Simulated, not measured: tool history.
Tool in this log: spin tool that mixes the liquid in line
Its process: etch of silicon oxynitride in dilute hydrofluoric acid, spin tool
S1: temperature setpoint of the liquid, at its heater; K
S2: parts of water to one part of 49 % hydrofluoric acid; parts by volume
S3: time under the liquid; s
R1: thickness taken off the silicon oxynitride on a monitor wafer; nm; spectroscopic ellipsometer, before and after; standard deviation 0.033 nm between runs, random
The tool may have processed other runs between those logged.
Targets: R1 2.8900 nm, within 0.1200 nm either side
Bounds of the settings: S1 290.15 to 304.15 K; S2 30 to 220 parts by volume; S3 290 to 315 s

{"run": 1, "hour": 0.0, "S1": 296.15, "S2": 125, "S3": 290, "R1": 5.1444}
{"run": 2, "hour": 7.5, "S1": 292.65, "S2": 125, "S3": 290, "R1": 4.4092}
{"run": 3, "hour": 14.5, "S1": 292.65, "S2": 125, "S3": 290, "R1": 4.2588}
{"run": 4, "hour": 19.6, "S1": 292.65, "S2": 110, "S3": 290, "R1": 5.0674}
{"run": 5, "hour": 25.1, "S1": 292.65, "S2": 70, "S3": 290, "R1": 8.152}
{"run": 6, "hour": 33.0, "S1": 296.15, "S2": 70, "S3": 290, "R1": 9.6007}
{"run": 7, "hour": 40.1, "S1": 295.15, "S2": 85, "S3": 290, "R1": 7.5066}
{"run": 8, "hour": 41.5, "S1": 294.65, "S2": 95, "S3": 290, "R1": 6.6091}
{"run": 9, "hour": 44.6, "S1": 294.65, "S2": 95, "S3": 290, "R1": 6.5095}
{"run": 10, "hour": 49.5, "S1": 294.15, "S2": 105, "S3": 290, "R1": 5.7688}
{"run": 11, "hour": 51.0, "S1": 290.15, "S2": 155, "S3": 290, "R1": 3.0315}

Which of these 5 next moves meets every target?
{"run": "A", "hour": 52.5, "S1": 290.65, "S2": 150, "S3": 290, "R1": "?"}
{"run": "B", "hour": 52.5, "S1": 290.65, "S2": 180, "S3": 310, "R1": "?"}
{"run": "C", "hour": 52.5, "S1": 290.15, "S2": 145, "S3": 290, "R1": "?"}
{"run": "D", "hour": 52.5, "S1": 290.15, "S2": 155, "S3": 300, "R1": "?"}
{"run": "E", "hour": 52.5, "S1": 291.65, "S2": 150, "S3": 290, "R1": "?"}

move=A R1=3.2340
move=B R1=2.8278
move=C R1=3.2749
move=D R1=3.1497
move=E R1=3.3949
A: further off than the last run
B: each result inside its tolerance
C: further off than the last run
D: further off than the last run
E: further off than the last run
B meets every target.

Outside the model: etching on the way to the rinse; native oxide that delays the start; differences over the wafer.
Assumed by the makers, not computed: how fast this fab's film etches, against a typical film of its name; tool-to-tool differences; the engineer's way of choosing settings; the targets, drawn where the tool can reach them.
